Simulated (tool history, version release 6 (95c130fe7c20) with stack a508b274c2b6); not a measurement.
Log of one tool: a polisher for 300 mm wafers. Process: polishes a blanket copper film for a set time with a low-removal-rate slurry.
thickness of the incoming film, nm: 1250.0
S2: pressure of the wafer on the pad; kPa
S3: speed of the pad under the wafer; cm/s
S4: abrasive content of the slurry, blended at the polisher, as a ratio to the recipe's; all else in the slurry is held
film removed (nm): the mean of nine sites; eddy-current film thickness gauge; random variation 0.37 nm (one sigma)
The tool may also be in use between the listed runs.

run 1 hour=0.0 | flow_of_slurry_(ml/min)=140 S2=17.2 S3=86 S4=1.0 polishing_time_(s)=41 | film_removed_(nm)=75.876
run 2 hour=1.4 | flow_of_slurry_(ml/min)=140 S2=21.4 S3=86 S4=1.0 polishing_time_(s)=41 | film_removed_(nm)=94.839
run 3 hour=2.3 | flow_of_slurry_(ml/min)=140 S2=21.4 S3=86 S4=0.8 polishing_time_(s)=41 | film_removed_(nm)=89.620
run 4 hour=8.1 | flow_of_slurry_(ml/min)=120 S2=21.4 S3=86 S4=0.8 polishing_time_(s)=41 | film_removed_(nm)=87.949
run 5 hour=9.2 | flow_of_slurry_(ml/min)=120 S2=21.4 S3=74 S4=0.8 polishing_time_(s)=41 | film_removed_(nm)=75.552
run 6 hour=11.8 | flow_of_slurry_(ml/min)=120 S2=19.3 S3=74 S4=0.8 polishing_time_(s)=41 | film_removed_(nm)=67.156
run 7 hour=12.9 | flow_of_slurry_(ml/min)=115 S2=17.2 S3=74 S4=0.8 polishing_time_(s)=41 | film_removed_(nm)=61.326

Forecast run 8:
run 8 hour=15.7 | flow_of_slurry_(ml/min)=115 S2=15.2 S3=74 S4=0.8 polishing_time_(s)=41 | film_removed_(nm)=?

film removed (nm): 54.139
